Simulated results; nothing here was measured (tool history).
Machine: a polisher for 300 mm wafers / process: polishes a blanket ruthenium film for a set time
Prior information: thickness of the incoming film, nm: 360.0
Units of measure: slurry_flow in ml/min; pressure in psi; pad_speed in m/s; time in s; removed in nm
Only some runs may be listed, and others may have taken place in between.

| run | hour | slurry_flow | pressure | pad_speed | time | removed |
|---|---|---|---|---|---|---|
| 1 | 0 | 265 | 1.6 | 0.84 | 23 | 15.062 |
| 2 | 7.2 | 265 | 1.5 | 0.84 | 23 | 14.463 |
| 3 | 11.4 | 265 | 1.4 | 0.84 | 23 | 13.631 |
| 4 | 19.4 | 265 | 1.3 | 0.84 | 23 | 12.956 |
| 5 | 27.3 | 265 | 1.7 | 0.84 | 23 | 16.158 |
| 6 | 32.8 | 265 | 1.5 | 0.84 | 23 | 14.655 |
| 7 | 36 | 265 | 1.4 | 0.84 | 23 | 13.691 |

What will run 8 give?
| 8 | 43.9 | 265 | 1.3 | 0.84 | 23 | ? |

Logged for run 8: removed 12.925 nm.
